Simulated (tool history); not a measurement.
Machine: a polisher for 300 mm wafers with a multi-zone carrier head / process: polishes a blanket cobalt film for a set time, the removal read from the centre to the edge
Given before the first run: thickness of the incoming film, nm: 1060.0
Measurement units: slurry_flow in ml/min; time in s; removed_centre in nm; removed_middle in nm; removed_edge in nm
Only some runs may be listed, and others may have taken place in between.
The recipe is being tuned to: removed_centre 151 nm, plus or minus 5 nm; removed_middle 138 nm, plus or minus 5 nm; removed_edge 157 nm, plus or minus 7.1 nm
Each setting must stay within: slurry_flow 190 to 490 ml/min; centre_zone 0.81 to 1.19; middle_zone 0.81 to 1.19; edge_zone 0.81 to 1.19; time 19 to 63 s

run 1 hour=0 | slurry_flow=315 centre_zone=1 middle_zone=1 edge_zone=1 time=41 | removed_centre=163.42 removed_middle=171.63 removed_edge=161.3
run 2 hour=3.9 | slurry_flow=315 centre_zone=1 middle_zone=1.06 edge_zone=1 time=41 | removed_centre=165.86 removed_middle=180.32 removed_edge=163.88
run 3 hour=10.4 | slurry_flow=315 centre_zone=1 middle_zone=1.06 edge_zone=1.08 time=41 | removed_centre=164.63 removed_middle=176.04 removed_edge=172.73
run 4 hour=15.4 | slurry_flow=310 centre_zone=1 middle_zone=1.02 edge_zone=1.08 time=40 | removed_centre=160.57 removed_middle=170.9 removed_edge=166.09
run 5 hour=21.2 | slurry_flow=310 centre_zone=1 middle_zone=1.02 edge_zone=1.15 time=40 | removed_centre=161.78 removed_middle=171.43 removed_edge=173.73
run 6 hour=22.2 | slurry_flow=310 centre_zone=0.97 middle_zone=1.02 edge_zone=1.15 time=40 | removed_centre=155.21 removed_middle=169.37 removed_edge=173.51
run 7 hour=29.9 | slurry_flow=310 centre_zone=0.98 middle_zone=0.98 edge_zone=1.16 time=39 | removed_centre=151.86 removed_middle=159.34 removed_edge=166.1
run 8 hour=31.3 | slurry_flow=310 centre_zone=0.99 middle_zone=0.95 edge_zone=1.17 time=39 | removed_centre=158.51 removed_middle=154.48 removed_edge=169.04
run 9 hour=39.7 | slurry_flow=290 centre_zone=0.97 middle_zone=0.87 edge_zone=1.1 time=37 | removed_centre=142.75 removed_middle=135.78 removed_edge=155.3
run 10 hour=43 | slurry_flow=295 centre_zone=0.98 middle_zone=0.87 edge_zone=1.1 time=37 | removed_centre=145.57 removed_middle=135.07 removed_edge=157.86
run 11 hour=47.6 | slurry_flow=295 centre_zone=0.98 middle_zone=0.87 edge_zone=1.1 time=37 | removed_centre=143.82 removed_middle=138.34 removed_edge=156.23

Exercise: of the 4 proposed moves below, exactly one satisfies all targets within the stated allowed misses. Which move is it?
run A hour=52.2 | slurry_flow=225 centre_zone=0.97 middle_zone=0.83 edge_zone=1.02 time=44 | removed_centre=? removed_middle=? removed_edge=?
run B hour=52.2 | slurry_flow=245 centre_zone=1.03 middle_zone=0.82 edge_zone=1.11 time=37 | removed_centre=? removed_middle=? removed_edge=?
run C hour=52.2 | slurry_flow=240 centre_zone=0.99 middle_zone=0.85 edge_zone=1.02 time=39 | removed_centre=? removed_middle=? removed_edge=?
run D hour=52.2 | slurry_flow=330 centre_zone=0.93 middle_zone=0.9 edge_zone=1.07 time=37 | removed_centre=? removed_middle=? removed_edge=?

move=A removed_centre=164.66 removed_middle=153.18 removed_edge=178.04
move=B removed_centre=148.55 removed_middle=128.63 removed_edge=157.24
move=C removed_centre=150.14 removed_middle=139.39 removed_edge=158.59
move=D removed_centre=138.19 removed_middle=142.8 removed_edge=157.43
A: moves the result that the last run missed by most past its target, out the other side
B: gets the furthest-off result to its target, but another result is out of tolerance
C: each result inside its tolerance
D: misses by more than the last run did
So the answer is move C, the one that meets all the targets.
